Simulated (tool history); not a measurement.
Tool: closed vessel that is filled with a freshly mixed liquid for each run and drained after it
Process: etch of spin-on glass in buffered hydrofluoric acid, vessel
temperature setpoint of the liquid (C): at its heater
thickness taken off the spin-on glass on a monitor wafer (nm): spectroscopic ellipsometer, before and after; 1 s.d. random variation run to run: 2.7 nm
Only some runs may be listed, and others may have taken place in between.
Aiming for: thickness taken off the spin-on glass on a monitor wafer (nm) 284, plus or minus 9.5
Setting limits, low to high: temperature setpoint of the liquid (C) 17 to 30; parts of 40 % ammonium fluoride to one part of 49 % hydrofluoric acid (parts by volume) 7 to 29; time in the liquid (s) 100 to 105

| run | hour | temperature setpoint of the liquid (C) | parts of 40 % ammonium fluoride to one part of 49 % hydrofluoric acid (parts by volume) | time in the liquid (s) | thickness taken off the spin-on glass on a monitor wafer (nm) |
|---|---|---|---|---|---|
| 1 | 0 | 22 | 18 | 100 | 216.6 |
| 2 | 4.6 | 18.5 | 18 | 100 | 177.8 |
| 3 | 6.6 | 18.5 | 16 | 100 | 197.83 |
| 4 | 15.1 | 21 | 16 | 100 | 230.88 |
| 5 | 20.8 | 21 | 16 | 100 | 230.94 |
| 6 | 24.6 | 21.5 | 16 | 100 | 237.01 |
| 7 | 29.6 | 22 | 16 | 100 | 243.59 |
| 8 | 35.8 | 22.5 | 16 | 100 | 250.26 |
| 9 | 37.8 | 23 | 16 | 100 | 259.72 |

Below are 4 possible settings for the next run. Only one of them brings all results inside the allowed miss of their targets. Which is it?
| A | 39.8 | 21.5 | 17 | 100 | ? |
| B | 39.8 | 21.5 | 15.5 | 100 | ? |
| C | 39.8 | 18.5 | 12.5 | 105 | ? |
| D | 39.8 | 22.5 | 15 | 105 | ? |

| move | thickness taken off the spin-on glass on a monitor wafer (nm) |
|---|---|
| A | 220.9 |
| B | 241.94 |
| C | 265.21 |
| D | 277.29 |
A: further off than the last run
B: further off than the last run
C: gains on the last run, yet a result remains outside its allowed miss
D: in spec on every target
The right move is D.
